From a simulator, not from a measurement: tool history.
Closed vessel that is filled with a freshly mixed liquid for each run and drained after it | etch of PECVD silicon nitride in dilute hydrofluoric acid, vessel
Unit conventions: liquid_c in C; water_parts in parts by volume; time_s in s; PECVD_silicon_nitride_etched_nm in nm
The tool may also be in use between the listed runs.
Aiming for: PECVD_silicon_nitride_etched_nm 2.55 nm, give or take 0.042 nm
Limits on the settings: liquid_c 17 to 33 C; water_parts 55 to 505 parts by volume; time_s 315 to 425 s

run	hour	liquid_c	water_parts	time_s	PECVD_silicon_nitride_etched_nm
1	0	25	280	425	2.8686
2	7.3	25	350	425	2.2955
3	15.3	25.5	350	425	2.3717
4	23.1	25.5	450	425	1.8474
5	25.9	27	450	425	2.0156
6	33.5	28	450	425	2.117
7	35.2	29	450	425	2.2376
8	44.5	29.5	450	425	2.3131

Which one of the following 5 next-run settings gets every result inside its allowed miss? There is exactly one.
A	53.8	30	415	400	?
B	53.8	30.5	415	395	?
C	53.8	28.5	395	425	?
D	53.8	30.5	420	415	?
E	53.8	30	425	345	?

move	PECVD_silicon_nitride_etched_nm
A	2.4178
B	2.4543
C	2.4854
D	2.5467
E	2.0347
A: closer than the last run, but not yet in spec
B: closer than the last run, but not yet in spec
C: closer than the last run, but not yet in spec
D: all results in spec
E: moves away from the targets compared with the last run
Go with D: it meets all targets.

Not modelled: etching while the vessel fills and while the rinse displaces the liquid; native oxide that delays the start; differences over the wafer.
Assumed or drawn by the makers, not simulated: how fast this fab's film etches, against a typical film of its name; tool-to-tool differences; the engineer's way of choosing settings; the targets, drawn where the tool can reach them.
